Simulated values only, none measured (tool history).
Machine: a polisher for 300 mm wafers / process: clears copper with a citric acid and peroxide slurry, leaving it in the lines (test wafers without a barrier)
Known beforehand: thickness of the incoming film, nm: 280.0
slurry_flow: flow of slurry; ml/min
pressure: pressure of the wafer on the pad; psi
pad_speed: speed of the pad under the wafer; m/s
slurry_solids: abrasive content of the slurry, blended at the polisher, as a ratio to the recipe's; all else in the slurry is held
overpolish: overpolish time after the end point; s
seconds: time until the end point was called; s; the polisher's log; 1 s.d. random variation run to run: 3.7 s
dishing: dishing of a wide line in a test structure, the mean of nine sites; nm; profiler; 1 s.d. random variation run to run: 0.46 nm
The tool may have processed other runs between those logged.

{"run": 1, "hour": 0.0, "slurry_flow": 235, "pressure": 3, "pad_speed": 0.96, "slurry_solids": 1, "overpolish": 15, "seconds": 124.98, "dishing": 22.903}
{"run": 2, "hour": 1.0, "slurry_flow": 235, "pressure": 3, "pad_speed": 0.96, "slurry_solids": 1, "overpolish": 20, "seconds": 120.51, "dishing": 28.152}
{"run": 3, "hour": 8.5, "slurry_flow": 235, "pressure": 3, "pad_speed": 1.08, "slurry_solids": 1, "overpolish": 20, "seconds": 117.45, "dishing": 30.493}
{"run": 4, "hour": 12.1, "slurry_flow": 235, "pressure": 3, "pad_speed": 1.08, "slurry_solids": 1, "overpolish": 17, "seconds": 116.09, "dishing": 26.549}
{"run": 5, "hour": 19.9, "slurry_flow": 235, "pressure": 2.8, "pad_speed": 1.08, "slurry_solids": 1, "overpolish": 17, "seconds": 123.06, "dishing": 24.95}
{"run": 6, "hour": 21.4, "slurry_flow": 235, "pressure": 2.6, "pad_speed": 1.08, "slurry_solids": 1, "overpolish": 18, "seconds": 128.34, "dishing": 25.209}
{"run": 7, "hour": 24.3, "slurry_flow": 235, "pressure": 2.4, "pad_speed": 1.06, "slurry_solids": 1, "overpolish": 18, "seconds": 145.26, "dishing": 23.102}

Forecast run 8:
{"run": 8, "hour": 25.5, "slurry_flow": 235, "pressure": 2.3, "pad_speed": 1.06, "slurry_solids": 1, "overpolish": 18, "seconds": "?", "dishing": "?"}

seconds: 149.94 s
dishing: 22.47 nm
